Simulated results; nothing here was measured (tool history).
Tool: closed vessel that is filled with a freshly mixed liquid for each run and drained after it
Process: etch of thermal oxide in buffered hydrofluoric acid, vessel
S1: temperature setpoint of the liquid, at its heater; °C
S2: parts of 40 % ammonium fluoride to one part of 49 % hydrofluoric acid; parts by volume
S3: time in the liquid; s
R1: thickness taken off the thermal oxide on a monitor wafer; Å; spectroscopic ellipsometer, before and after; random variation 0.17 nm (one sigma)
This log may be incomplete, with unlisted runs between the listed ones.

{"run": 1, "hour": 0.0, "S1": 22, "S2": 22, "S3": 30, "R1": 142.08}
{"run": 2, "hour": 2.5, "S1": 22, "S2": 17.5, "S3": 30, "R1": 172.87}
{"run": 3, "hour": 8.7, "S1": 20, "S2": 17.5, "S3": 30, "R1": 155.3}
{"run": 4, "hour": 14.8, "S1": 21.5, "S2": 17.5, "S3": 30, "R1": 166.75}
{"run": 5, "hour": 18.0, "S1": 22.5, "S2": 17.5, "S3": 30, "R1": 175.72}
{"run": 6, "hour": 22.3, "S1": 26, "S2": 17.5, "S3": 30, "R1": 213.89}

The next listed run, before its measurement:
{"run": 7, "hour": 27.9, "S1": 25.5, "S2": 17.5, "S3": 30, "R1": "?"}

Logged for run 7: R1 211.64 Å.

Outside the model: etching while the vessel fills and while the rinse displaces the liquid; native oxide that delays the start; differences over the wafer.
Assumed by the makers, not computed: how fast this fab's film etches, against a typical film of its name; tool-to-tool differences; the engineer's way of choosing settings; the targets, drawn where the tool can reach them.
